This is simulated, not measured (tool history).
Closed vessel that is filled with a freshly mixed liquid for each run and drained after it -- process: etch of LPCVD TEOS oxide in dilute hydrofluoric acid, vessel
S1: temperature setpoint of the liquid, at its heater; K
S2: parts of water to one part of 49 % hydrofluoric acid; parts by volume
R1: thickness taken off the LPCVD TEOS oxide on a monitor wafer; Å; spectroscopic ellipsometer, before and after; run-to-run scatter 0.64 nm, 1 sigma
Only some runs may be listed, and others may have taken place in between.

run 1 hour=0.0 | S1=298.15 S2=135 time_in_the_liquid_(s)=160 | R1=588.41
run 2 hour=3.1 | S1=298.15 S2=135 time_in_the_liquid_(s)=160 | R1=585.05
run 3 hour=7.2 | S1=298.15 S2=90 time_in_the_liquid_(s)=160 | R1=922.44
run 4 hour=13.9 | S1=299.65 S2=85 time_in_the_liquid_(s)=160 | R1=1054.10
run 5 hour=15.6 | S1=300.65 S2=85 time_in_the_liquid_(s)=160 | R1=1087.50
run 6 hour=17.3 | S1=300.65 S2=85 time_in_the_liquid_(s)=160 | R1=1087.20
run 7 hour=26.5 | S1=301.65 S2=85 time_in_the_liquid_(s)=160 | R1=1136.90

Forecast run 8:
run 8 hour=29.2 | S1=305.65 S2=70 time_in_the_liquid_(s)=160 | R1=?

{"run 8": {"R1": 1633.7}}
